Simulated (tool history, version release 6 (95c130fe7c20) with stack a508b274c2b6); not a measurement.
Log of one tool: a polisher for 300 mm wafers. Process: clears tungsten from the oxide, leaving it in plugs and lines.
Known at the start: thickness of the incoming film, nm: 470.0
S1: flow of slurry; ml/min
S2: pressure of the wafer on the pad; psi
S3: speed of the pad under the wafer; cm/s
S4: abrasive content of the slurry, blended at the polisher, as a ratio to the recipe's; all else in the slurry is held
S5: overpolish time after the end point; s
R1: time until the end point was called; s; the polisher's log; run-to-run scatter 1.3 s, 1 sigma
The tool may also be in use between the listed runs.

Run 1, hour 0.0: S1 175 ml/min, S2 3.9 psi, S3 116 cm/s, S4 1.0, S5 10 s. Result: R1 108.99 s.
Run 2, hour 3.9: S1 170 ml/min, S2 3.7 psi, S3 116 cm/s, S4 1.0, S5 10 s. Result: R1 114.65 s.
Run 3, hour 8.2: S1 210 ml/min, S2 3.7 psi, S3 116 cm/s, S4 1.0, S5 10 s. Result: R1 110.55 s.
Run 4, hour 11.5: S1 205 ml/min, S2 3.5 psi, S3 116 cm/s, S4 1.0, S5 10 s. Result: R1 116.47 s.
Run 5, hour 18.8: S1 205 ml/min, S2 3.5 psi, S3 136 cm/s, S4 1.0, S5 10 s. Result: R1 100.58 s.
Run 6, hour 23.5: S1 205 ml/min, S2 3.5 psi, S3 136 cm/s, S4 1.0, S5 8 s. Result: R1 99.55 s.
Run 7, hour 26.4: S1 190 ml/min, S2 2.4 psi, S3 134 cm/s, S4 1.0, S5 8 s. Result: R1 138.97 s.
Run 8, hour 32.1: S1 195 ml/min, S2 2.5 psi, S3 134 cm/s, S4 1.0, S5 8 s. Result: R1 135.78 s.

Estimate the outcome of run 9 from the log above:
Run 9, hour 39.8: S1 195 ml/min, S2 2.5 psi, S3 134 cm/s, S4 1.0, S5 8 s. Result: R1 ?.

Run 9 measured R1 131.93 s.

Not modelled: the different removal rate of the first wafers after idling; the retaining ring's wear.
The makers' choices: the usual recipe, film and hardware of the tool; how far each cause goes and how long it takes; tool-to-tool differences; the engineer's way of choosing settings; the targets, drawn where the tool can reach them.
